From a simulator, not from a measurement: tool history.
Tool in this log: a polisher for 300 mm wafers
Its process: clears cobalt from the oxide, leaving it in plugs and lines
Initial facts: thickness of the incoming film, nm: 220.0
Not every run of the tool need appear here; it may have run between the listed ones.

run,day,flow of slurry (ml/min),pressure of the wafer on the pad (psi),speed of the pad under the wafer (cm/s),overpolish time after the end point (s),time until the end point was called (s),dishing of a wide line in a test structure (nm)
1,0,305,2.4,98,16,37.268,63.3
2,0.221,305,2.3,98,15,39.591,62.586
3,0.504,275,2.3,98,15,39.176,59.324
4,0.592,275,2.3,80,15,48.695,53.319
5,0.908,265,2.3,80,14,46.46,50.325
6,1.108,265,2.5,80,14,43.648,54.459
7,1.2,260,2.4,80,13,46.431,48.982

What will run 8 give?
8,1.454,260,2.4,80,12,?,?

Run 8 measured time until the end point was called (s) 45.051, dishing of a wide line in a test structure (nm) 45.206.
